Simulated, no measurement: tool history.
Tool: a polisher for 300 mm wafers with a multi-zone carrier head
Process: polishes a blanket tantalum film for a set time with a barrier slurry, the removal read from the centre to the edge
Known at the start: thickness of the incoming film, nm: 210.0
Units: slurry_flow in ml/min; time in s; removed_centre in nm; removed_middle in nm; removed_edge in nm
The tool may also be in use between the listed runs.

run 1 day=0 | slurry_flow=270 centre_zone=1 middle_zone=1 edge_zone=1 slurry_solids=1 time=29 | removed_centre=59.983 removed_middle=64.46 removed_edge=64.167
run 2 day=0.154 | slurry_flow=265 centre_zone=1 middle_zone=0.95 edge_zone=0.98 slurry_solids=0.85 time=29 | removed_centre=58.086 removed_middle=58.943 removed_edge=60.432
run 3 day=0.375 | slurry_flow=265 centre_zone=1 middle_zone=0.91 edge_zone=0.98 slurry_solids=0.85 time=29 | removed_centre=58.054 removed_middle=57.62 removed_edge=60.382
run 4 day=0.496 | slurry_flow=265 centre_zone=1 middle_zone=0.91 edge_zone=0.9 slurry_solids=0.85 time=29 | removed_centre=57.704 removed_middle=57.353 removed_edge=59.993
run 5 day=0.558 | slurry_flow=255 centre_zone=0.99 middle_zone=0.88 edge_zone=0.91 slurry_solids=0.75 time=29 | removed_centre=55.586 removed_middle=53.58 removed_edge=56.445
run 6 day=0.929 | slurry_flow=245 centre_zone=0.97 middle_zone=0.86 edge_zone=0.94 slurry_solids=0.7 time=29 | removed_centre=52.486 removed_middle=51.222 removed_edge=56.472
run 7 day=1.075 | slurry_flow=240 centre_zone=0.97 middle_zone=0.85 edge_zone=0.93 slurry_solids=0.65 time=29 | removed_centre=51.247 removed_middle=48.282 removed_edge=53.885

The next listed run, before its measurement:
run 8 day=1.296 | slurry_flow=230 centre_zone=0.97 middle_zone=0.85 edge_zone=0.92 slurry_solids=0.65 time=29 | removed_centre=? removed_middle=? removed_edge=?

Run 8 gave removed_centre 49.515 nm, removed_middle 49.911 nm, removed_edge 53.2 nm.

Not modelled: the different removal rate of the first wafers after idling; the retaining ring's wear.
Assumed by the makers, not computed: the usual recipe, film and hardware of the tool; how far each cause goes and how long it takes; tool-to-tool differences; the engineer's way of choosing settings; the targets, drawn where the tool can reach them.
